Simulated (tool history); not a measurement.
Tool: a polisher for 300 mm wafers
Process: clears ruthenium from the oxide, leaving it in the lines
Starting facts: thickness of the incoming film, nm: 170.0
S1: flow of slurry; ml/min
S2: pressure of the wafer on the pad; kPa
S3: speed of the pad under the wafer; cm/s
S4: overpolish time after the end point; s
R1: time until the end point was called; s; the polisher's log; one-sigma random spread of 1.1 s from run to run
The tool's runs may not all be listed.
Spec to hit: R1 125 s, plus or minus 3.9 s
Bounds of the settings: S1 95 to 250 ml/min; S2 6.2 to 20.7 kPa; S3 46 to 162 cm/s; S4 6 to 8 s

run,hour,S1,S2,S3,S4,R1
1,0,160,13.1,104,8,178.38
2,3.8,160,14.5,104,8,165.43
3,11.9,140,14.5,104,8,165.49
4,19.4,140,15.9,104,8,156.59
5,20.9,140,15.9,104,8,155.01
6,24.7,180,15.9,104,8,148.52
7,27.9,185,16.5,104,8,145.69
8,28.8,185,17.2,104,8,140.04
9,31.6,185,17.9,104,8,137.23
10,34.7,185,18.6,104,8,130.04

Which of these 4 next moves meets every target?
A,37.8,195,19.3,104,6,?
B,37.8,170,20.7,92,8,?
C,37.8,210,17.9,100,8,?
D,37.8,170,20.7,108,8,?

move,R1
A,126.1
B,136.14
C,138.23
D,116.55
A: all results land within tolerance of their targets
B: misses by more than the last run did
C: misses by more than the last run did
D: the result that was furthest off in the last run now lies on the other side of its target
So the answer is move A, the one that meets all the targets.

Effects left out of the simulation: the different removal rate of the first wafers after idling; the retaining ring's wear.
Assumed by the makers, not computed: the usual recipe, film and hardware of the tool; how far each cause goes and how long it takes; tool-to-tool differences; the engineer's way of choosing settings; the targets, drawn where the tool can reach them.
